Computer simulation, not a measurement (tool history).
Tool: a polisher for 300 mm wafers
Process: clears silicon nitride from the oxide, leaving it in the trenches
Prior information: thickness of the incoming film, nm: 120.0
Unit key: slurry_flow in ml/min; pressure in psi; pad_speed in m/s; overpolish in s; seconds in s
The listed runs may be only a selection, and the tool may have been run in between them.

run	hour	slurry_flow	pressure	pad_speed	overpolish	seconds
1	0	290	2.8	0.98	24	154.63
2	2.1	290	2.8	0.98	26	152.14
3	8.9	290	3.1	0.98	26	135.85
4	13	240	3.1	0.98	26	140.25
5	17.6	240	3.1	0.98	24	139.01
6	23.6	240	3.1	0.98	24	140.94
7	28.6	235	2.6	0.94	24	173.18

Expected results for the next run?
8	35.5	235	2.2	0.9	24	?

seconds: 211.71 s

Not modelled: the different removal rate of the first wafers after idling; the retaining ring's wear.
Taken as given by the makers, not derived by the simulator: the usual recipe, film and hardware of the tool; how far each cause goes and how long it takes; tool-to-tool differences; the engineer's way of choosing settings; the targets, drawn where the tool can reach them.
